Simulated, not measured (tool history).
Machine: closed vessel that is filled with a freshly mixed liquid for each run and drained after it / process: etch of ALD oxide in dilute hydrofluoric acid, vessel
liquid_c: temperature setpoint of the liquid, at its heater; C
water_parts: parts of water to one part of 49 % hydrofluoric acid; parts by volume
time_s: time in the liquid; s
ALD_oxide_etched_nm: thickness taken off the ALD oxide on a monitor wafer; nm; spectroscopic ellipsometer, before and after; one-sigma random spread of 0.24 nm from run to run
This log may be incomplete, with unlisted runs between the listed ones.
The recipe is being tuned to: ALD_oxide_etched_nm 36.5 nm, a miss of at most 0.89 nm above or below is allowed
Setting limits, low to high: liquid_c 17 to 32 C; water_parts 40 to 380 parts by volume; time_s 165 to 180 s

Run 1, hour 0: liquid_c 24 C, water_parts 210 parts by volume, time_s 165 s. Result: ALD_oxide_etched_nm 20.205 nm.
Run 2, hour 5.6: liquid_c 26 C, water_parts 210 parts by volume, time_s 165 s. Result: ALD_oxide_etched_nm 21.847 nm.
Run 3, hour 8.2: liquid_c 26 C, water_parts 210 parts by volume, time_s 165 s. Result: ALD_oxide_etched_nm 21.896 nm.
Run 4, hour 13.8: liquid_c 26 C, water_parts 210 parts by volume, time_s 165 s. Result: ALD_oxide_etched_nm 21.7 nm.
Run 5, hour 17.8: liquid_c 27.5 C, water_parts 210 parts by volume, time_s 165 s. Result: ALD_oxide_etched_nm 23.016 nm.
Run 6, hour 20.3: liquid_c 27.5 C, water_parts 210 parts by volume, time_s 165 s. Result: ALD_oxide_etched_nm 23.209 nm.
Run 7, hour 23.3: liquid_c 28 C, water_parts 205 parts by volume, time_s 165 s. Result: ALD_oxide_etched_nm 24.171 nm.
Run 8, hour 25.2: liquid_c 28.5 C, water_parts 200 parts by volume, time_s 165 s. Result: ALD_oxide_etched_nm 25.568 nm.
Run 9, hour 28.1: liquid_c 29 C, water_parts 195 parts by volume, time_s 165 s. Result: ALD_oxide_etched_nm 26.584 nm.
Run 10, hour 36.8: liquid_c 32 C, water_parts 150 parts by volume, time_s 165 s. Result: ALD_oxide_etched_nm 40.376 nm.
Run 11, hour 37.6: liquid_c 31.5 C, water_parts 150 parts by volume, time_s 165 s. Result: ALD_oxide_etched_nm 40.055 nm.
Run 12, hour 46.1: liquid_c 31 C, water_parts 150 parts by volume, time_s 165 s. Result: ALD_oxide_etched_nm 39.362 nm.
Run 13, hour 50.1: liquid_c 30.5 C, water_parts 150 parts by volume, time_s 165 s. Result: ALD_oxide_etched_nm 38.743 nm.

4 candidate next runs follow, results not yet known. Just one meets every target within its allowed miss. Identify it.
Run A, hour 54.1: liquid_c 30 C, water_parts 145 parts by volume, time_s 165 s. Result: ALD_oxide_etched_nm ?.
Run B, hour 54.1: liquid_c 30 C, water_parts 155 parts by volume, time_s 165 s. Result: ALD_oxide_etched_nm ?.
Run C, hour 54.1: liquid_c 31 C, water_parts 145 parts by volume, time_s 165 s. Result: ALD_oxide_etched_nm ?.
Run D, hour 54.1: liquid_c 26.5 C, water_parts 140 parts by volume, time_s 180 s. Result: ALD_oxide_etched_nm ?.

move  ALD_oxide_etched_nm
   A                39.74
   B               36.692
   C               41.193
   D               39.724
A: its largest miss is bigger than the last run's
B: in spec on every target
C: its largest miss is bigger than the last run's
D: its largest miss is bigger than the last run's
Move B is the one to make.
